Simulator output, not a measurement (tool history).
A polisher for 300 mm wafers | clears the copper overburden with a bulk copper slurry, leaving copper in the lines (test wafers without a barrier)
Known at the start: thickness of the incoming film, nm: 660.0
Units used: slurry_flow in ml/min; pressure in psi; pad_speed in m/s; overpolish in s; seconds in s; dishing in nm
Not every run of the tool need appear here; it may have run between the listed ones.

run	hour	slurry_flow	pressure	pad_speed	slurry_solids	overpolish	seconds	dishing
1	0	285	3.1	1.04	1	25	77.154	93.69
2	7.7	255	3.1	1.04	1	25	80.468	93.187
3	8.6	250	2.8	1.02	1	26	87.673	87.953
4	10.7	245	2.6	0.98	1	28	100.66	84.052
5	12.5	245	2.4	0.96	1	29	111.91	81.973
6	13.9	245	2.2	0.96	1	30	117.9	77.907
7	16.8	245	2.1	0.94	1	31	127.04	77.184
8	19.3	245	2	0.94	1	32	131.59	73.573

Predict the results of run 9:
9	21.1	245	1.9	0.94	1	33	?	?

seconds: 138.99 s
dishing: 68.772 nm

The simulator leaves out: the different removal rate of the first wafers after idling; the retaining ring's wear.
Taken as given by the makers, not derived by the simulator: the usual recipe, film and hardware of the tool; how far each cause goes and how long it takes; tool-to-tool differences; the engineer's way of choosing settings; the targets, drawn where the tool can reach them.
